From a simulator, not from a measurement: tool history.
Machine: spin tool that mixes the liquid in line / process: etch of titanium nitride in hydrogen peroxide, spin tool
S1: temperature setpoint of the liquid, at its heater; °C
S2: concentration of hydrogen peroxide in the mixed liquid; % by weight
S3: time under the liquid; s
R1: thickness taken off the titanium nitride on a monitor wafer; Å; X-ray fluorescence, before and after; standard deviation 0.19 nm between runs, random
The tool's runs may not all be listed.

{"run": 1, "hour": 0.0, "S1": 50, "S2": 22, "S3": 300, "R1": 132.15}
{"run": 2, "hour": 6.8, "S1": 51.5, "S2": 22, "S3": 300, "R1": 147.13}
{"run": 3, "hour": 10.0, "S1": 52.5, "S2": 22, "S3": 300, "R1": 157.29}
{"run": 4, "hour": 12.2, "S1": 52.5, "S2": 26, "S3": 300, "R1": 164.32}
{"run": 5, "hour": 14.2, "S1": 52.5, "S2": 29, "S3": 300, "R1": 165.93}
{"run": 6, "hour": 21.9, "S1": 52.5, "S2": 29, "S3": 320, "R1": 180.49}
{"run": 7, "hour": 29.1, "S1": 53, "S2": 29, "S3": 320, "R1": 185.07}

Run 8 is up next; what results do you expect?
{"run": 8, "hour": 30.7, "S1": 53.5, "S2": 29, "S3": 320, "R1": "?"}

R1: 191.77 Å
